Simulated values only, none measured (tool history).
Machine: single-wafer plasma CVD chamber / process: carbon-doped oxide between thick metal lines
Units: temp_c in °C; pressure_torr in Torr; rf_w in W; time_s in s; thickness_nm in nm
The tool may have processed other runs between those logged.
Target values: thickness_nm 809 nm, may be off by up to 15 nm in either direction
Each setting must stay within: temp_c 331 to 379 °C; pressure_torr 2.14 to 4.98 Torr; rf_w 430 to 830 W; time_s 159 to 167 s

run 1 hour=0 | temp_c=355 pressure_torr=3.56 rf_w=630 time_s=167 | thickness_nm=889.23
run 2 hour=3.3 | temp_c=355 pressure_torr=3.56 rf_w=695 time_s=167 | thickness_nm=937.27
run 3 hour=6.7 | temp_c=355 pressure_torr=3.56 rf_w=695 time_s=167 | thickness_nm=955.59
run 4 hour=8 | temp_c=355 pressure_torr=4.15 rf_w=695 time_s=167 | thickness_nm=954.59
run 5 hour=12 | temp_c=355 pressure_torr=4.15 rf_w=695 time_s=159 | thickness_nm=913.33
run 6 hour=19.4 | temp_c=357 pressure_torr=4.12 rf_w=680 time_s=159 | thickness_nm=887.64
run 7 hour=25.3 | temp_c=359 pressure_torr=4.1 rf_w=675 time_s=159 | thickness_nm=887.34
run 8 hour=28 | temp_c=360 pressure_torr=4.08 rf_w=660 time_s=159 | thickness_nm=869.87
run 9 hour=34.4 | temp_c=361 pressure_torr=4.06 rf_w=650 time_s=159 | thickness_nm=855.75
run 10 hour=36.3 | temp_c=362 pressure_torr=4.04 rf_w=645 time_s=159 | thickness_nm=853.23
run 11 hour=40.6 | temp_c=362 pressure_torr=4.04 rf_w=645 time_s=159 | thickness_nm=845.63
run 12 hour=44.9 | temp_c=363 pressure_torr=4.02 rf_w=645 time_s=159 | thickness_nm=846.5
run 13 hour=49.7 | temp_c=364 pressure_torr=4 rf_w=640 time_s=159 | thickness_nm=839.11
run 14 hour=57.8 | temp_c=365 pressure_torr=3.99 rf_w=635 time_s=159 | thickness_nm=837.76

Exactly one of the 4 candidate moves below puts every result within its allowed miss. Which one?
run A hour=65.9 | temp_c=364 pressure_torr=3.95 rf_w=620 time_s=166 | thickness_nm=?
run B hour=65.9 | temp_c=369 pressure_torr=4.01 rf_w=620 time_s=159 | thickness_nm=?
run C hour=65.9 | temp_c=353 pressure_torr=3.01 rf_w=645 time_s=159 | thickness_nm=?
run D hour=65.9 | temp_c=359 pressure_torr=4.04 rf_w=625 time_s=161 | thickness_nm=?

move=A thickness_nm=859.88
move=B thickness_nm=814.7
move=C thickness_nm=852.91
move=D thickness_nm=850.96
A: moves away from the targets compared with the last run
B: meets every target
C: moves away from the targets compared with the last run
D: moves away from the targets compared with the last run
So the answer is move B, the one that meets all the targets.

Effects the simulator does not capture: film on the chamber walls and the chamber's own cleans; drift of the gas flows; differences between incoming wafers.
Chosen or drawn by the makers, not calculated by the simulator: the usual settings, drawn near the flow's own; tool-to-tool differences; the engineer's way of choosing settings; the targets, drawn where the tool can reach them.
